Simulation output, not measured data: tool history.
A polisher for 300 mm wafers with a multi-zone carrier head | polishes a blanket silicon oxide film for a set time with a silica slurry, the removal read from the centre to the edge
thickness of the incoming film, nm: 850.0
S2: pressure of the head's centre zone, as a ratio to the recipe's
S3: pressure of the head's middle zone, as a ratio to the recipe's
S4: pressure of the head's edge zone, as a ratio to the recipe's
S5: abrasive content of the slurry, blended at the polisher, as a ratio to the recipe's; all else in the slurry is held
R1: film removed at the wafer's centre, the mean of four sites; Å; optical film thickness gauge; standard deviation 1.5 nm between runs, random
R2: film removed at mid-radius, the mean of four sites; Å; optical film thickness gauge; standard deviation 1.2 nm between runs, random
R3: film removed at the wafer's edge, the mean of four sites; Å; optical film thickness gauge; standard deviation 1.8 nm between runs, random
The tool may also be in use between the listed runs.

run 1 day=0 | flow_of_slurry_(ml/min)=250 S2=1 S3=1 S4=1 S5=1 polishing_time_(s)=46 | R1=1404.1 R2=1380.8 R3=1410.1
run 2 day=0.212 | flow_of_slurry_(ml/min)=250 S2=1 S3=1 S4=0.93 S5=1 polishing_time_(s)=46 | R1=1412 R2=1356.3 R3=1361.9
run 3 day=0.283 | flow_of_slurry_(ml/min)=250 S2=1 S3=1 S4=0.87 S5=1 polishing_time_(s)=46 | R1=1395.5 R2=1371.4 R3=1311.7
run 4 day=0.538 | flow_of_slurry_(ml/min)=250 S2=1 S3=1.03 S4=0.87 S5=1 polishing_time_(s)=46 | R1=1407.5 R2=1393.7 R3=1311.7
run 5 day=0.821 | flow_of_slurry_(ml/min)=265 S2=1.05 S3=1.04 S4=0.97 S5=1.15 polishing_time_(s)=46 | R1=1550 R2=1479 R3=1473.5
run 6 day=1.117 | flow_of_slurry_(ml/min)=265 S2=1.05 S3=1.04 S4=0.97 S5=1 polishing_time_(s)=46 | R1=1485.9 R2=1407.8 R3=1385.6
run 7 day=1.3 | flow_of_slurry_(ml/min)=285 S2=1.1 S3=1.06 S4=1.03 S5=1.15 polishing_time_(s)=47 | R1=1691.8 R2=1550.2 R3=1540.5

Run 8 comes next. What will it give?
run 8 day=1.379 | flow_of_slurry_(ml/min)=290 S2=1.12 S3=1.06 S4=1.07 S5=1.25 polishing_time_(s)=48 | R1=? R2=? R3=?

Run 8 produced R1 1805.1 Å, R2 1617.2 Å, R3 1654.4 Å.
